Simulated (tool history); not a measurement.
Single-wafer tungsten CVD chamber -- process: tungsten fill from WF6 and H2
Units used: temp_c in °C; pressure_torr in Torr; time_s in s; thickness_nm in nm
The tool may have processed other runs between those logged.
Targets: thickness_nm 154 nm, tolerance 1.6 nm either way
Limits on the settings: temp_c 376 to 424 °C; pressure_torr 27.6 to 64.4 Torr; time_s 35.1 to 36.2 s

| run | hour | temp_c | pressure_torr | time_s | thickness_nm |
|---|---|---|---|---|---|
| 1 | 0 | 400 | 46 | 35.1 | 118.67 |
| 2 | 4.9 | 396 | 46 | 35.1 | 109.34 |
| 3 | 10.8 | 396 | 46 | 35.1 | 109.11 |
| 4 | 18 | 406 | 46 | 35.1 | 133.89 |
| 5 | 19 | 411 | 46 | 35.1 | 147.48 |
| 6 | 23.5 | 411 | 41.2 | 35.1 | 142.63 |
| 7 | 32.4 | 412 | 41.2 | 35.1 | 145.57 |
| 8 | 40.8 | 413 | 41.2 | 35.1 | 147.77 |
| 9 | 41.6 | 413 | 41.2 | 35.1 | 147.57 |
| 10 | 48.7 | 414 | 41.2 | 35.1 | 151.34 |

Which of these 5 next moves meets every target?
| A | 55.8 | 412 | 42.3 | 35.1 | ? |
| B | 55.8 | 409 | 52.2 | 35.1 | ? |
| C | 55.8 | 413 | 42.4 | 35.1 | ? |
| D | 55.8 | 414 | 40.8 | 35.8 | ? |
| E | 55.8 | 412 | 46.4 | 35.1 | ? |

| move | thickness_nm |
|---|---|
| A | 146.5 |
| B | 147.83 |
| C | 149.32 |
| D | 153.36 |
| E | 150.64 |
A: its largest miss is bigger than the last run's
B: its largest miss is bigger than the last run's
C: its largest miss is bigger than the last run's
D: each result inside its tolerance
E: its largest miss is bigger than the last run's
Move D is the one to make.

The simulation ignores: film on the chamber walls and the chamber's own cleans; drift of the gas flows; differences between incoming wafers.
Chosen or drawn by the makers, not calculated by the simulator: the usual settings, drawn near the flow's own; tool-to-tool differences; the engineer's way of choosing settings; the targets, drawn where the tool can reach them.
